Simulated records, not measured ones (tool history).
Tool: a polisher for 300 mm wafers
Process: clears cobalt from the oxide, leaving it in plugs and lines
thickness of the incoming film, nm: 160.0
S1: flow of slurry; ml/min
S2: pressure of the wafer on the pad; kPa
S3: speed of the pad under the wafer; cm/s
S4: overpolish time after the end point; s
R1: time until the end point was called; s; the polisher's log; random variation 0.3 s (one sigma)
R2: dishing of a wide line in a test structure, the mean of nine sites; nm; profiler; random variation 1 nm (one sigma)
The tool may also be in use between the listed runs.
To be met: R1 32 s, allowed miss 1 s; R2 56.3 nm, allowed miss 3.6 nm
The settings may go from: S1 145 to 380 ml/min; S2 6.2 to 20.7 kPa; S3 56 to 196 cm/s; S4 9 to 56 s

| run | hour | S1 | S2 | S3 | S4 | R1 | R2 |
|---|---|---|---|---|---|---|---|
| 1 | 0 | 245 | 13.1 | 126 | 29 | 26.993 | 63.775 |
| 2 | 5.6 | 245 | 13.1 | 114 | 29 | 29.591 | 61.318 |
| 3 | 10.6 | 245 | 10.3 | 114 | 29 | 35.449 | 57.472 |
| 4 | 19.2 | 245 | 11 | 114 | 27 | 34.409 | 57.277 |
| 5 | 27.9 | 275 | 11 | 114 | 27 | 33.186 | 55.795 |
| 6 | 31.8 | 275 | 11 | 128 | 27 | 29.809 | 59.108 |
| 7 | 38 | 275 | 11 | 128 | 27 | 30.183 | 60.386 |
| 8 | 42.8 | 270 | 11 | 128 | 25 | 30.166 | 56.483 |
| 9 | 48 | 265 | 11 | 128 | 25 | 30.1 | 58.64 |
| 10 | 48.8 | 260 | 11 | 128 | 24 | 30.285 | 56.972 |

4 next moves are on the table. One of them brings every result within its allowed miss. Which?
| A | 49.6 | 235 | 11 | 138 | 27 | ? | ? |
| B | 49.6 | 150 | 11 | 132 | 25 | ? | ? |
| C | 49.6 | 250 | 9.7 | 128 | 39 | ? | ? |
| D | 49.6 | 275 | 9.7 | 136 | 38 | ? | ? |

| move | R1 | R2 |
|---|---|---|
| A | 28.963 | 58.23 |
| B | 32.537 | 54.655 |
| C | 34.352 | 61.306 |
| D | 32.123 | 61.781 |
A: further off than the last run
B: meets every target
C: takes the result that was furthest off past its target
D: brings the result that was furthest off to its target, and leaves another outside
Answer: B

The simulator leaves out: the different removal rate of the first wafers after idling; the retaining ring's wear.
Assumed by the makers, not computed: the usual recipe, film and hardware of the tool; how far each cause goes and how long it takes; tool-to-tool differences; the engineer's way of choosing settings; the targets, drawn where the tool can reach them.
